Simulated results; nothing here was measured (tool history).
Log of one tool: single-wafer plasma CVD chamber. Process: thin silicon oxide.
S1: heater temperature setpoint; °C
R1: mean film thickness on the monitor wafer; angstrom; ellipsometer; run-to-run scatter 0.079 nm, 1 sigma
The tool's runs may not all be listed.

{"run": 1, "day": 0.0, "S1": 420, "chamber pressure (Torr)": 0.794, "RF power (kW)": 0.285, "deposition time (s)": 13.3, "R1": 238.48}
{"run": 2, "day": 0.358, "S1": 420, "chamber pressure (Torr)": 0.737, "RF power (kW)": 0.285, "deposition time (s)": 13.3, "R1": 223.37}
{"run": 3, "day": 0.579, "S1": 420, "chamber pressure (Torr)": 0.691, "RF power (kW)": 0.285, "deposition time (s)": 13.3, "R1": 208.4}
{"run": 4, "day": 0.721, "S1": 420, "chamber pressure (Torr)": 0.76, "RF power (kW)": 0.285, "deposition time (s)": 13.3, "R1": 229.66}
{"run": 5, "day": 0.817, "S1": 420, "chamber pressure (Torr)": 0.713, "RF power (kW)": 0.285, "deposition time (s)": 13.3, "R1": 215.79}
{"run": 6, "day": 1.008, "S1": 420, "chamber pressure (Torr)": 0.676, "RF power (kW)": 0.285, "deposition time (s)": 13.3, "R1": 204.23}
{"run": 7, "day": 1.379, "S1": 420, "chamber pressure (Torr)": 0.676, "RF power (kW)": 0.285, "deposition time (s)": 13.3, "R1": 201.66}
{"run": 8, "day": 1.55, "S1": 420, "chamber pressure (Torr)": 0.654, "RF power (kW)": 0.285, "deposition time (s)": 13.3, "R1": 196.05}
{"run": 9, "day": 1.675, "S1": 420, "chamber pressure (Torr)": 0.635, "RF power (kW)": 0.285, "deposition time (s)": 13.3, "R1": 188.66}

Run 10 has not been measured yet. What should we expect?
{"run": 10, "day": 1.729, "S1": 420, "chamber pressure (Torr)": 0.623, "RF power (kW)": 0.285, "deposition time (s)": 13.3, "R1": "?"}

R1: 184.51 angstrom
